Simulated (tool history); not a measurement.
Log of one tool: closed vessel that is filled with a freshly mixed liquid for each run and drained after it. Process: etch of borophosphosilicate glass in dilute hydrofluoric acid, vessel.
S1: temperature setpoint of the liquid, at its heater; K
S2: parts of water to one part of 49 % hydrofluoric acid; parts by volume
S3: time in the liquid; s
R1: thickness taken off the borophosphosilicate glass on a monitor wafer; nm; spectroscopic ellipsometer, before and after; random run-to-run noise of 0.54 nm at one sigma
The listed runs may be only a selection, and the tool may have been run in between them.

run 1 hour=0.0 | S1=298.15 S2=235 S3=85 | R1=19.436
run 2 hour=3.9 | S1=298.15 S2=235 S3=85 | R1=19.298
run 3 hour=12.2 | S1=299.65 S2=195 S3=85 | R1=25.689
run 4 hour=18.8 | S1=301.15 S2=170 S3=85 | R1=32.289
run 5 hour=19.4 | S1=299.65 S2=170 S3=85 | R1=30.840
run 6 hour=23.6 | S1=299.65 S2=170 S3=95 | R1=34.334
run 7 hour=29.4 | S1=301.15 S2=155 S3=95 | R1=40.578
run 8 hour=34.4 | S1=302.15 S2=145 S3=95 | R1=45.608
run 9 hour=41.1 | S1=303.15 S2=140 S3=95 | R1=48.565
run 10 hour=45.6 | S1=303.65 S2=135 S3=95 | R1=52.517
run 11 hour=52.0 | S1=304.15 S2=130 S3=95 | R1=55.678
run 12 hour=58.9 | S1=304.65 S2=130 S3=95 | R1=56.952

Run 13, settings as shown, results not yet in. Your forecast:
run 13 hour=66.0 | S1=305.15 S2=130 S3=95 | R1=?

{"run 13": {"R1": 57.29}}
